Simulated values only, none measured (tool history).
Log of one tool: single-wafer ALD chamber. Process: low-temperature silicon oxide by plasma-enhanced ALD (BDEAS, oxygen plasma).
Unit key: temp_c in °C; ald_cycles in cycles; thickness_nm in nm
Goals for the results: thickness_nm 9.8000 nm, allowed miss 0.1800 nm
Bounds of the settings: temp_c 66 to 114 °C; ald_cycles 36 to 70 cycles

run    day  temp_c  ald_cycles  thickness_nm
  1  0.000      90          53        7.7343
  2  0.129      88          55        8.1053
  3  0.492      78          55        8.3416
  4  0.592      86          55        8.1799
  5  0.754      84          56        8.4151
  6  0.925      84          49        7.2977
  7  1.296      72          58        8.9895
  8  1.604      72          59        9.0616
  9  1.721      72          60        9.1793
 10  1.796      67          64        9.9843

Next run, 5 choices. One meets every target within its allowed miss, the rest don't. Which?
  A  1.871      68          63             ?
  B  1.871      66          65             ?
  C  1.871      73          68             ?
  D  1.871      68          65             ?
  E  1.871      69          67             ?

move  thickness_nm
   A        9.8055
   B       10.1750
   C       10.4320
   D       10.1170
   E       10.3980
A: all results land within tolerance of their targets
B: misses by more than the last run did
C: misses by more than the last run did
D: misses by more than the last run did
E: misses by more than the last run did
Answer: A
